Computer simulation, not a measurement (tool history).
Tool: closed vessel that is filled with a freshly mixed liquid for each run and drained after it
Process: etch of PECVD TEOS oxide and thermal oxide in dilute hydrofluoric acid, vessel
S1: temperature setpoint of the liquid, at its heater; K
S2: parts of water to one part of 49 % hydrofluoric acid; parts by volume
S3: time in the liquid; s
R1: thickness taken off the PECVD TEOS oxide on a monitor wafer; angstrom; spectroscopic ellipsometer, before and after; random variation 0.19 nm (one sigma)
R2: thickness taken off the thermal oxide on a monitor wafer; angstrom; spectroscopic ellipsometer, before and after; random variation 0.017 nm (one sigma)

Run 1, hour 0: S1 293.15 K, S2 160 parts by volume, S3 260 s. Result: R1 357.81 angstrom, R2 68.034 angstrom.
Run 2, hour 7.6: S1 292.65 K, S2 175 parts by volume, S3 260 s. Result: R1 319.26 angstrom, R2 59.562 angstrom.
Run 3, hour 9.6: S1 292.65 K, S2 200 parts by volume, S3 260 s. Result: R1 269.82 angstrom, R2 51.088 angstrom.
Run 4, hour 16.7: S1 292.65 K, S2 200 parts by volume, S3 185 s. Result: R1 192.05 angstrom, R2 36.197 angstrom.
Run 5, hour 24.1: S1 292.65 K, S2 200 parts by volume, S3 230 s. Result: R1 239.11 angstrom, R2 45.275 angstrom.
Run 6, hour 29.6: S1 292.15 K, S2 200 parts by volume, S3 230 s. Result: R1 237.59 angstrom, R2 44.34 angstrom.
Run 7, hour 31: S1 292.15 K, S2 205 parts by volume, S3 230 s. Result: R1 226.33 angstrom, R2 42.749 angstrom.

Run 8 comes next. What will it give?
At hour 38.7: hydrofluoric acid flow meter replaced.
Run 8, hour 38.7: S1 291.65 K, S2 205 parts by volume, S3 230 s. Result: R1 ?, R2 ?.

R1: 211.06 angstrom
R2: 39.428 angstrom
